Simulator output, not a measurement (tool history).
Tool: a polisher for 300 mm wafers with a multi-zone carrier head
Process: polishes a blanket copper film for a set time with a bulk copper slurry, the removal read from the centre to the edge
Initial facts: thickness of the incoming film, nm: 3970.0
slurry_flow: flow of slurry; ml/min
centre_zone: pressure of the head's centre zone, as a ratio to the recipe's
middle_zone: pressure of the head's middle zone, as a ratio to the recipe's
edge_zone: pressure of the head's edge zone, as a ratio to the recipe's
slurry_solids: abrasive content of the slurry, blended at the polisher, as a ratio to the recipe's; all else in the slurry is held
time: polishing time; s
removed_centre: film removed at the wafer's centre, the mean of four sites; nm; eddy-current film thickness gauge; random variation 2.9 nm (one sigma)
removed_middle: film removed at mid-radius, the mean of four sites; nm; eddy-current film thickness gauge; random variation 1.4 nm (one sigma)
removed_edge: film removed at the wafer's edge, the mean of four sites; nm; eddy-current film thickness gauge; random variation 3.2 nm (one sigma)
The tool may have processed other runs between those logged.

| run | hour | slurry_flow | centre_zone | middle_zone | edge_zone | slurry_solids | time | removed_centre | removed_middle | removed_edge |
|---|---|---|---|---|---|---|---|---|---|---|
| 1 | 0.0 | 170 | 1.00 | 1.00 | 1.00 | 1.00 | 47 | 289.75 | 280.13 | 273.25 |
| 2 | 8.1 | 155 | 0.96 | 0.96 | 1.01 | 0.95 | 47 | 268.21 | 261.91 | 264.75 |
| 3 | 15.8 | 155 | 0.96 | 0.96 | 1.01 | 1.05 | 47 | 273.32 | 270.73 | 280.16 |
| 4 | 18.3 | 185 | 0.96 | 0.96 | 1.01 | 1.05 | 47 | 285.10 | 277.12 | 272.40 |
| 5 | 21.5 | 220 | 0.96 | 0.96 | 1.01 | 1.05 | 47 | 293.37 | 286.77 | 284.84 |
| 6 | 27.7 | 220 | 0.96 | 0.96 | 1.01 | 1.05 | 55 | 350.02 | 334.81 | 331.13 |
| 7 | 29.3 | 195 | 0.92 | 0.91 | 1.00 | 0.85 | 54 | 301.09 | 297.16 | 308.63 |
| 8 | 37.8 | 180 | 0.91 | 0.88 | 0.98 | 0.75 | 53 | 279.96 | 272.74 | 290.61 |
| 9 | 44.1 | 165 | 0.90 | 0.86 | 0.96 | 0.65 | 53 | 274.27 | 260.44 | 277.86 |
| 10 | 45.0 | 155 | 0.88 | 0.84 | 0.96 | 0.60 | 53 | 250.71 | 246.80 | 278.20 |

What will run 11 give?
| 11 | 48.0 | 145 | 0.88 | 0.84 | 0.94 | 0.55 | 53 | ? | ? | ? |

removed_centre: 249.67 nm
removed_middle: 238.74 nm
removed_edge: 267.00 nm

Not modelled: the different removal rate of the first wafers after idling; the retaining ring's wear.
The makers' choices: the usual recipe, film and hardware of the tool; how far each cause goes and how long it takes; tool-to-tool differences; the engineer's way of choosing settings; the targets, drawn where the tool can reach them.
